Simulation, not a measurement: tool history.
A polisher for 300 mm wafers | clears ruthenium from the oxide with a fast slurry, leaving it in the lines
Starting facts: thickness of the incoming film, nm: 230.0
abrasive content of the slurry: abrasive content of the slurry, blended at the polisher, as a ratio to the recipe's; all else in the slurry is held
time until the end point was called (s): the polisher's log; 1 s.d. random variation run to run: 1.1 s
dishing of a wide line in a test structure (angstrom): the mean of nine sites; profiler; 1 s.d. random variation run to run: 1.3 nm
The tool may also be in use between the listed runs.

| run | day | flow of slurry (ml/min) | pressure of the wafer on the pad (psi) | speed of the pad under the wafer (m/s) | abrasive content of the slurry | overpolish time after the end point (s) | time until the end point was called (s) | dishing of a wide line in a test structure (angstrom) |
|---|---|---|---|---|---|---|---|---|
| 1 | 0 | 180 | 1.6 | 1.1 | 1 | 23 | 97.871 | 428.75 |
| 2 | 0.117 | 180 | 1.6 | 1.1 | 1 | 14 | 97.265 | 277.56 |
| 3 | 0.433 | 180 | 1.7 | 1.16 | 1 | 17 | 82.805 | 359.69 |
| 4 | 0.462 | 180 | 1.8 | 1.16 | 1 | 20 | 81.103 | 424.55 |
| 5 | 0.579 | 180 | 2.1 | 1.16 | 1 | 20 | 68.572 | 506.99 |
| 6 | 0.708 | 180 | 2.1 | 1.16 | 1 | 22 | 68.625 | 533.67 |

Predict the results of run 7:
| 7 | 0.833 | 170 | 2.3 | 1.18 | 1 | 33 | ? | ? |

time until the end point was called (s): 62.879
dishing of a wide line in a test structure (angstrom): 780.53
